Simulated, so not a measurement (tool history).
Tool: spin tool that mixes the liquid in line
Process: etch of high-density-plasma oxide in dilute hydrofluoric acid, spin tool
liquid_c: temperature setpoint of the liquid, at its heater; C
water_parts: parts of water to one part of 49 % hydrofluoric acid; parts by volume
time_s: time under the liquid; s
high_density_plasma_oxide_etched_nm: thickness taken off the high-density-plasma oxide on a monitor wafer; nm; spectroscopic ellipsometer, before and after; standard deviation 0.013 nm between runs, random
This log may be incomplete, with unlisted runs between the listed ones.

run	day	liquid_c	water_parts	time_s	high_density_plasma_oxide_etched_nm
1	0.000	21.0	235	90	2.4200
2	0.333	20.5	245	90	2.2097
3	0.454	20.0	250	90	2.1350
4	0.592	18.0	250	90	2.0028
5	0.838	18.0	255	90	1.9363
6	0.912	18.0	260	90	1.9305

Run 7 comes next. What will it give?
7	1.188	18.0	265	90	?

high_density_plasma_oxide_etched_nm: 1.8355 nm
